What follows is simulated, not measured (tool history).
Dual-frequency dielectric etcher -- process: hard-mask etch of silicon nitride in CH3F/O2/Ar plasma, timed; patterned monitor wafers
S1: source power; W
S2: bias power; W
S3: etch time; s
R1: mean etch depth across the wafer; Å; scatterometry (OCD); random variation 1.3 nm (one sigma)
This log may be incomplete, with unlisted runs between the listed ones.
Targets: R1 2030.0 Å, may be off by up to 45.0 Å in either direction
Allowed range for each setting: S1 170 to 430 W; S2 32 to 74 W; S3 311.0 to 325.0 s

run	hour	S1	S2	S3	R1
1	0.0	300	53	311.0	1635.5
2	0.7	330	56	312.5	1759.1
3	2.1	350	57	312.5	1821.0
4	4.8	400	57	312.5	1889.9
5	10.0	410	59	313.0	1974.7
6	12.4	410	54	313.0	1874.9
7	16.3	410	56	313.5	1890.8
8	19.4	430	63	318.5	2097.9
9	22.4	430	63	318.5	2107.5

Exercise: of the 4 proposed moves below, exactly one satisfies all targets within the stated allowed misses. Which move is it?
A	25.4	390	72	323.5	?
B	25.4	410	64	311.0	?
C	25.4	430	70	311.0	?
D	25.4	430	63	325.0	?

move	R1
A	2195.2
B	2029.4
C	2159.5
D	2142.8
A: its largest miss is bigger than the last run's
B: all results land within tolerance of their targets
C: its largest miss is bigger than the last run's
D: its largest miss is bigger than the last run's
B meets every target.

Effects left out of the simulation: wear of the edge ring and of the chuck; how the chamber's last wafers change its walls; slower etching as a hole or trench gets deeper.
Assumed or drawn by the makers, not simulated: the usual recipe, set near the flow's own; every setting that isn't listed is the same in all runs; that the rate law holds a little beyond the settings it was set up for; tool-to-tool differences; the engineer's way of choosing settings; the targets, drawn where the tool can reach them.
